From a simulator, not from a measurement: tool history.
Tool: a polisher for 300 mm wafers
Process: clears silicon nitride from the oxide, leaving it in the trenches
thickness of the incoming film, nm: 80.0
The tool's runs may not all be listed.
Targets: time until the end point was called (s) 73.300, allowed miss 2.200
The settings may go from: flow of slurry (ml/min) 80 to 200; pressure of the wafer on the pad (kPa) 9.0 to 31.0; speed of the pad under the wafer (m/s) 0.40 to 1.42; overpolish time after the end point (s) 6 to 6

run,hour,flow of slurry (ml/min),pressure of the wafer on the pad (kPa),speed of the pad under the wafer (m/s),overpolish time after the end point (s),time until the end point was called (s)
1,0.0,130,20.0,0.90,6,128.130
2,3.8,130,20.0,0.90,6,131.190
3,6.9,135,22.1,0.90,6,115.530
4,10.7,140,23.4,0.90,6,110.020
5,16.2,115,23.4,0.90,6,113.080
6,19.2,115,23.4,0.90,6,114.630
7,24.0,125,24.8,0.90,6,104.870
8,31.0,130,26.2,0.90,6,100.360
9,35.6,135,26.9,0.92,6,95.397
10,41.2,135,27.6,0.94,6,89.112
11,42.1,140,28.3,0.94,6,87.778
12,49.9,140,29.0,0.96,6,83.642
13,58.1,140,29.6,0.96,6,82.136
14,64.1,145,30.3,1.00,6,77.655
# hour 67.6: head pressure recalibrated
15,67.6,145,31.0,1.02,6,66.540
16,71.0,145,30.3,1.02,6,69.609
17,76.3,140,29.6,1.02,6,70.292

Which of these 4 next moves meets every target?
A,81.6,135,28.3,0.98,6,?
B,81.6,135,30.3,0.88,6,?
C,81.6,125,28.3,1.06,6,?
D,81.6,130,26.2,1.04,6,?

move,time until the end point was called (s)
A,77.581
B,80.371
C,72.975
D,79.448
A: takes the result that was furthest off past its target
B: takes the result that was furthest off past its target
C: meets every target
D: takes the result that was furthest off past its target
Move C is the one to make.

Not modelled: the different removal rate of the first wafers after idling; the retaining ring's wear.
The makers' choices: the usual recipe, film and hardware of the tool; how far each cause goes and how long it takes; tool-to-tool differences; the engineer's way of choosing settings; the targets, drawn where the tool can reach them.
